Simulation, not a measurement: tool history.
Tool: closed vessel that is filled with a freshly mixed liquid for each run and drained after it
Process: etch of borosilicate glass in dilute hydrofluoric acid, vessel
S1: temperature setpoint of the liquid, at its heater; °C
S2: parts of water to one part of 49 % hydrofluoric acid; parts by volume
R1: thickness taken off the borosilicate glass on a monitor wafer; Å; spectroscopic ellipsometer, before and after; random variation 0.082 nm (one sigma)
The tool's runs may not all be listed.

Run 1, hour 0: S1 24 °C, S2 180 parts by volume, time in the liquid (s) 30. Result: R1 48.398 Å.
Run 2, hour 4.8: S1 25 °C, S2 170 parts by volume, time in the liquid (s) 30. Result: R1 53.489 Å.
Run 3, hour 6.9: S1 25 °C, S2 205 parts by volume, time in the liquid (s) 30. Result: R1 43.133 Å.
Run 4, hour 13.4: S1 26 °C, S2 190 parts by volume, time in the liquid (s) 30. Result: R1 49.427 Å.
Run 5, hour 16.9: S1 26 °C, S2 190 parts by volume, time in the liquid (s) 30. Result: R1 49.216 Å.
Run 6, hour 24.9: S1 27 °C, S2 180 parts by volume, time in the liquid (s) 30. Result: R1 54.02 Å.
Run 7, hour 33.9: S1 27.5 °C, S2 170 parts by volume, time in the liquid (s) 30. Result: R1 59.079 Å.
Run 8, hour 39.5: S1 28 °C, S2 160 parts by volume, time in the liquid (s) 30. Result: R1 63.959 Å.
Run 9, hour 46.5: S1 28.5 °C, S2 155 parts by volume, time in the liquid (s) 30. Result: R1 68.646 Å.
Run 10, hour 53.2: S1 29 °C, S2 150 parts by volume, time in the liquid (s) 30. Result: R1 72.255 Å.

Forecast run 11:
At hour 55.8: thermometer replaced.
Run 11, hour 55.8: S1 29.5 °C, S2 145 parts by volume, time in the liquid (s) 30. Result: R1 ?.

R1: 83.603 Å
